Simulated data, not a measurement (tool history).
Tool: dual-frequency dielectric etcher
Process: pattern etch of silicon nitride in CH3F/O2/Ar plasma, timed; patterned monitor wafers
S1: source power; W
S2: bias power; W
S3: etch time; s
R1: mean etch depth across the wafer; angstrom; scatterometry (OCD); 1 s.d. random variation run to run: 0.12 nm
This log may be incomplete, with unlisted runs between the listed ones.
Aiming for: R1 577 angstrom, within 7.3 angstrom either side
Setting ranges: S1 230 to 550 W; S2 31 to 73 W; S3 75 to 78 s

run  hour   S1  S2  S3      R1
  1     0  390  52  75  479.06
  2   2.7  340  52  75  456.99
  3   7.1  340  46  75  436.51
  4   9.9  390  49  75  469.13
  5  17.3  390  58  75  498.12
  6  18.8  390  61  75  506.77
  7  20.2  420  61  75  519.58
  8  25.9  450  61  75  534.76
  9  30.7  470  61  75  541.26
 10  38.9  490  61  75  547.24
 11  43.4  500  62  75  556.75
 12  49.1  510  62  75  559.18
 13    56  520  62  75  565.68
 14  60.7  530  62  75  565.12
 15  61.9  530  62  75  568.43

5 next moves are on the table. One of them brings every result within its allowed miss. Which?
  A  63.1  490  56    78   ?
  B  63.1  540  63  77.5   ?
  C  63.1  550  58    75   ?
  D  63.1  500  61    78   ?
  E  63.1  490  60    77   ?

move      R1
   A  552.57
   B   593.2
   C  560.56
   D  574.25
   E  559.47
A: its largest miss is bigger than the last run's
B: the result that was furthest off in the last run now lies on the other side of its target
C: its largest miss is bigger than the last run's
D: meets every target
E: its largest miss is bigger than the last run's
Correct choice: D, which meets every target

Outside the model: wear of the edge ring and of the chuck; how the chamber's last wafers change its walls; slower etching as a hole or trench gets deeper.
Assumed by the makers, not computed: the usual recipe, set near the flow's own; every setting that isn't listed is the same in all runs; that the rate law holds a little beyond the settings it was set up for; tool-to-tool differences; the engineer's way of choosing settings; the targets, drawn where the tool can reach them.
